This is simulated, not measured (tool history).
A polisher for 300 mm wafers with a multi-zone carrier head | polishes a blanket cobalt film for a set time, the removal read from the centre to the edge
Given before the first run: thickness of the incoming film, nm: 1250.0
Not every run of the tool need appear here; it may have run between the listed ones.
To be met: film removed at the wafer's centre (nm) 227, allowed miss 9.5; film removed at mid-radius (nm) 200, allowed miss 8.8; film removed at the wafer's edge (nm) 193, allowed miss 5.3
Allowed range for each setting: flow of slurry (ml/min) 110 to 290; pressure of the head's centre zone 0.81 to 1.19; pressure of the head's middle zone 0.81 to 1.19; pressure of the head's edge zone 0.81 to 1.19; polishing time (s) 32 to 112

run  hour  flow of slurry (ml/min)  pressure of the head's centre zone  pressure of the head's middle zone  pressure of the head's edge zone  polishing time (s)  film removed at the wafer's centre (nm)  film removed at mid-radius (nm)  film removed at the wafer's edge (nm)
  1     0                      185                                   1                                   1                                 1                  72                                   251.01                           253.44                                 256.64
  2   7.8                      165                                   1                                   1                                 1                  72                                   237.66                           245.49                                 252.28
  3  10.1                      210                                   1                                   1                                 1                  72                                   256.11                           257.98                                 261.43
  4  11.7                      210                                1.07                                   1                                 1                  72                                   277.78                           262.25                                 262.24
  5  18.7                      235                                1.07                                   1                                 1                  72                                   276.05                           262.09                                 267.42
  6  21.3                      220                                1.07                                0.99                              0.96                  69                                   267.01                           251.01                                 244.88
  7  23.9                      170                                   1                                0.89                              0.86                  60                                   197.29                           197.94                                 196.92
  8  29.1                      175                                1.02                                0.89                              0.85                  60                                   208.37                           195.88                                 195.45
     34.2  -- slurry nozzle cleaned
  9  34.2                      180                                1.03                                0.89                              0.84                  60                                   231.89                           212.27                                 208.26
 10  37.4                      175                                1.04                                0.89                              0.83                  59                                   223.37                           208.83                                 203.13
 11  41.3                      185                                1.04                                0.89                              0.83                  58                                   222.73                           207.94                                 199.61

Which single option among these 4 for the next run brings every result within its allowed miss of target? Just one does.
  A  45.2                      155                                0.96                                0.92                              0.82                  61                                        ?                                ?                                      ?
  B  45.2                      200                                1.17                                0.82                              0.86                  51                                        ?                                ?                                      ?
  C  45.2                      215                                1.05                                1.08                              0.81                  56                                        ?                                ?                                      ?
  D  45.2                      135                                1.15                                   1                               0.9                  57                                        ?                                ?                                      ?

move  film removed at the wafer's centre (nm)  film removed at mid-radius (nm)  film removed at the wafer's edge (nm)
   A                                   212.87                           215.92                                 201.94
   B                                    228.8                           179.96                                  178.6
   C                                   228.28                           225.92                                 192.19
   D                                   230.21                           202.62                                 192.18
A: moves away from the targets compared with the last run
B: takes the result that was furthest off past its target
C: the worst result of the last run now meets its target, but another is out of spec
D: each result inside its tolerance
Move D is the one to make.
